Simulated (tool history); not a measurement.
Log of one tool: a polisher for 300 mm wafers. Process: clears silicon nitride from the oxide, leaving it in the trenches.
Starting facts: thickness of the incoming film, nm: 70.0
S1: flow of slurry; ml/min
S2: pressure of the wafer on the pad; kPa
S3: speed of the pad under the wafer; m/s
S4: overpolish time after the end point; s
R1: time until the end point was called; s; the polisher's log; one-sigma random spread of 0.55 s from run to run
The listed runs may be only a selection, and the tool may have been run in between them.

run 1 day=0.000 | S1=290 S2=17.2 S3=0.84 S4=14 | R1=83.923
run 2 day=0.371 | S1=290 S2=18.6 S3=0.84 S4=14 | R1=79.232
run 3 day=0.596 | S1=250 S2=18.6 S3=0.84 S4=14 | R1=79.601
run 4 day=0.725 | S1=185 S2=18.6 S3=0.84 S4=14 | R1=83.034
run 5 day=1.004 | S1=190 S2=19.3 S3=0.84 S4=14 | R1=78.340
run 6 day=1.233 | S1=190 S2=19.3 S3=0.84 S4=10 | R1=78.770
run 7 day=1.533 | S1=190 S2=20.0 S3=0.84 S4=10 | R1=77.926
run 8 day=1.742 | S1=190 S2=20.7 S3=0.86 S4=10 | R1=71.224
run 9 day=1.804 | S1=195 S2=21.4 S3=0.86 S4=10 | R1=69.993
run 10 day=1.900 | S1=195 S2=22.1 S3=0.86 S4=10 | R1=67.729
run 11 day=2.208 | S1=195 S2=22.8 S3=0.86 S4=10 | R1=65.913
run 12 day=2.362 | S1=195 S2=23.4 S3=0.86 S4=10 | R1=63.713

Run 13 comes next. What will it give?
run 13 day=2.488 | S1=195 S2=24.1 S3=0.86 S4=10 | R1=?

R1: 61.825 s
